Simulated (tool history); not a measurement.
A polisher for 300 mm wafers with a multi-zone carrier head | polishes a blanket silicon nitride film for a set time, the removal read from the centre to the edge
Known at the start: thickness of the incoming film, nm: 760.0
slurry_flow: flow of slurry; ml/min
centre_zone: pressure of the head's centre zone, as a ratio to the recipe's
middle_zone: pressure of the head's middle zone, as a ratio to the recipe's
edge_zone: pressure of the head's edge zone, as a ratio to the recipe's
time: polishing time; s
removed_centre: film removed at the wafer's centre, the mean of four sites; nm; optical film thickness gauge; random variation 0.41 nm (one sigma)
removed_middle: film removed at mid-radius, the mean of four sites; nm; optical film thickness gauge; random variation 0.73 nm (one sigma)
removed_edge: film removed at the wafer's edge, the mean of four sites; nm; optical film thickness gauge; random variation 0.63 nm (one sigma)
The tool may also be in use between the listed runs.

run,hour,slurry_flow,centre_zone,middle_zone,edge_zone,time,removed_centre,removed_middle,removed_edge
1,0,260,1,1,1,60,65.847,65.953,68.674
2,6.1,255,0.99,0.99,0.99,60,64.996,66.339,66.43
3,10.2,255,0.98,0.97,1,59,63.81,62.038,65.576
4,10.9,255,1.02,0.97,1,59,65.707,63.523,65.885
5,14.3,250,1,0.96,1,59,65.163,64.621,65.678
6,17.8,250,0.93,0.96,1,59,60.14,62.9,66.103
7,20.8,250,0.92,0.95,1,59,59.524,63.102,66.547

The next listed run, before its measurement:
8,24.3,220,0.88,0.85,0.92,54,?,?,?

Run 8 gave removed_centre 51.666 nm, removed_middle 50.69 nm, removed_edge 57.786 nm.

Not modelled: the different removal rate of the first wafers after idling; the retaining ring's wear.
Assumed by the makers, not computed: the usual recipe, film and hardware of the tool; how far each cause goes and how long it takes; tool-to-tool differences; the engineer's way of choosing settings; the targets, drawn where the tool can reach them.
